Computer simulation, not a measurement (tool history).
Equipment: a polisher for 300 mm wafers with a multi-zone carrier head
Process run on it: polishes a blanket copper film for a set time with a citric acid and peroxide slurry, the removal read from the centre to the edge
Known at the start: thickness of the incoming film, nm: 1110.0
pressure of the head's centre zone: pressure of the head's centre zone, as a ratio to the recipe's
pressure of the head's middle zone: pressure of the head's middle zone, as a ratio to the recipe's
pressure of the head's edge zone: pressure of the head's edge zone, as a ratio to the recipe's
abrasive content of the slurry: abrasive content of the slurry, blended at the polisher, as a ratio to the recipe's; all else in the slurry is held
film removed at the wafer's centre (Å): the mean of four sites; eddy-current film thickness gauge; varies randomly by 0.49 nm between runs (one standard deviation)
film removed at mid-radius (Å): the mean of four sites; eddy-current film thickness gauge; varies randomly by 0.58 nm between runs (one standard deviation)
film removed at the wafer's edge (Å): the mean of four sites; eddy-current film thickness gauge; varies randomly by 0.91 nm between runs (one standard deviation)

run,hour,flow of slurry (ml/min),pressure of the head's centre zone,pressure of the head's middle zone,pressure of the head's edge zone,abrasive content of the slurry,polishing time (s),film removed at the wafer's centre (Å),film removed at mid-radius (Å),film removed at the wafer's edge (Å)
1,0.0,265,1.00,1.00,1.00,1.00,64,974.98,965.07,966.71
2,3.6,260,0.98,0.99,1.01,0.95,63,942.41,951.80,957.46
3,11.8,260,0.98,0.93,1.01,0.95,63,932.18,897.78,965.44
4,17.7,260,0.98,0.93,0.96,0.95,63,930.22,891.24,942.76
5,21.7,260,0.98,0.93,0.96,1.10,63,962.23,924.35,943.28
6,28.3,255,0.96,0.93,0.96,1.05,62,905.26,893.05,943.65
7,30.8,255,0.95,0.93,0.95,1.00,61,880.66,873.24,901.33
8,35.6,250,0.93,0.93,0.96,0.95,60,836.65,845.85,895.63
9,43.3,245,0.92,0.93,0.96,0.90,59,811.84,843.56,866.71
10,47.6,245,0.92,0.93,0.96,0.90,59,802.58,828.43,870.92
11,56.2,240,0.91,0.93,0.96,0.85,58,769.69,786.94,813.61
12,59.3,240,0.90,0.93,0.98,0.80,57,736.77,767.54,815.67

Forecast run 13:
13,61.5,235,0.89,0.93,0.99,0.75,57,?,?,?

film removed at the wafer's centre (Å): 729.90
film removed at mid-radius (Å): 777.28
film removed at the wafer's edge (Å): 815.84
